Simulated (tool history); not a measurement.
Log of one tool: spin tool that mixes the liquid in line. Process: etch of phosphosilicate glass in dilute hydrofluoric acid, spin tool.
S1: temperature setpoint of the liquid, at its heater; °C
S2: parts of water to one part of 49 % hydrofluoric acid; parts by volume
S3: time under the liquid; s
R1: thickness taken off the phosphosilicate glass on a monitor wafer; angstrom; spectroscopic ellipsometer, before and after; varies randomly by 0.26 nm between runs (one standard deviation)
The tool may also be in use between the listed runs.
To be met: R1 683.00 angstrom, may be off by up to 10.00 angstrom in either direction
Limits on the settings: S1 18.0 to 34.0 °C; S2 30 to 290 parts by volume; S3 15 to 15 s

{"run": 1, "hour": 0.0, "S1": 26.0, "S2": 160, "S3": 15, "R1": 149.94}
{"run": 2, "hour": 4.8, "S1": 29.0, "S2": 160, "S3": 15, "R1": 167.56}
{"run": 3, "hour": 7.8, "S1": 29.5, "S2": 145, "S3": 15, "R1": 192.24}
{"run": 4, "hour": 9.1, "S1": 32.0, "S2": 145, "S3": 15, "R1": 208.56}
{"hour": 14.1, "done": "hydrofluoric acid flow meter replaced"}
{"run": 5, "hour": 14.1, "S1": 32.0, "S2": 145, "S3": 15, "R1": 237.13}
{"run": 6, "hour": 21.0, "S1": 32.5, "S2": 130, "S3": 15, "R1": 271.32}
{"run": 7, "hour": 24.4, "S1": 32.5, "S2": 120, "S3": 15, "R1": 300.96}
{"run": 8, "hour": 26.0, "S1": 32.5, "S2": 110, "S3": 15, "R1": 333.5}
{"run": 9, "hour": 34.3, "S1": 32.5, "S2": 100, "S3": 15, "R1": 370.06}
{"run": 10, "hour": 42.7, "S1": 32.5, "S2": 95, "S3": 15, "R1": 396.15}
{"run": 11, "hour": 48.4, "S1": 34.0, "S2": 30, "S3": 15, "R1": 1466.5}
{"run": 12, "hour": 52.8, "S1": 32.0, "S2": 30, "S3": 15, "R1": 1358.0}
{"run": 13, "hour": 58.3, "S1": 30.5, "S2": 35, "S3": 15, "R1": 1081.2}
{"run": 14, "hour": 67.2, "S1": 29.0, "S2": 35, "S3": 15, "R1": 1024.9}
{"run": 15, "hour": 75.8, "S1": 29.0, "S2": 35, "S3": 15, "R1": 1023.7}
{"run": 16, "hour": 77.6, "S1": 27.5, "S2": 35, "S3": 15, "R1": 961.55}

Pick the move, out of 4, that brings all results within their allowed miss; only one does.
{"run": "A", "hour": 79.4, "S1": 28.0, "S2": 55, "S3": 15, "R1": "?"}
{"run": "B", "hour": 79.4, "S1": 26.0, "S2": 55, "S3": 15, "R1": "?"}
{"run": "C", "hour": 79.4, "S1": 26.5, "S2": 45, "S3": 15, "R1": "?"}
{"run": "D", "hour": 79.4, "S1": 31.0, "S2": 55, "S3": 15, "R1": "?"}

move=A R1=607.05
move=B R1=560.36
move=C R1=708.74
move=D R1=682.83
A: moves the result that the last run missed by most past its target, out the other side
B: moves the result that the last run missed by most past its target, out the other side
C: moves toward the targets from the last run without getting all of them in spec
D: in spec on every target
The move that meets every target is D.
